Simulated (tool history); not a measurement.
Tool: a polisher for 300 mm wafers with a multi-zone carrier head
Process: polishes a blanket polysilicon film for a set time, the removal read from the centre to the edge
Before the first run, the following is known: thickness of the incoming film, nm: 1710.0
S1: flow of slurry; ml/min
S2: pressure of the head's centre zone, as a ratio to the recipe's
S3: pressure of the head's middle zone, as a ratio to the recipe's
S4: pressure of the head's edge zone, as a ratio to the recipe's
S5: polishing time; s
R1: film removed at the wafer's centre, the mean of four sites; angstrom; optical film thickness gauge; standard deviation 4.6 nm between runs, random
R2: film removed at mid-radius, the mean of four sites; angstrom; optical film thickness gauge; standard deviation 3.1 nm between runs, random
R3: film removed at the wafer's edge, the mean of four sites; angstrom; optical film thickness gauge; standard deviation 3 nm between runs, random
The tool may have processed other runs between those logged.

| run | hour | S1 | S2 | S3 | S4 | S5 | R1 | R2 | R3 |
|---|---|---|---|---|---|---|---|---|---|
| 1 | 0.0 | 295 | 1.00 | 1.00 | 1.00 | 81 | 5645.0 | 5565.4 | 5602.1 |
| 2 | 5.5 | 295 | 1.00 | 1.06 | 1.00 | 81 | 5491.8 | 5818.1 | 5641.2 |
| 3 | 7.7 | 295 | 1.00 | 1.01 | 1.00 | 81 | 5701.5 | 5624.6 | 5707.8 |
| 4 | 12.2 | 285 | 0.97 | 0.99 | 0.96 | 75 | 5060.3 | 5191.6 | 5142.0 |
| 5 | 17.5 | 350 | 0.97 | 0.99 | 0.96 | 75 | 5150.3 | 5238.2 | 5167.5 |
| 6 | 21.6 | 290 | 0.97 | 0.99 | 0.96 | 75 | 5013.6 | 5148.7 | 5097.7 |

What does the tool deliver on the next run?
| 7 | 23.8 | 285 | 0.95 | 0.95 | 0.92 | 72 | ? | ? | ? |

Run 7 measured R1 4794.1 angstrom, R2 4741.8 angstrom, R3 4839.6 angstrom.
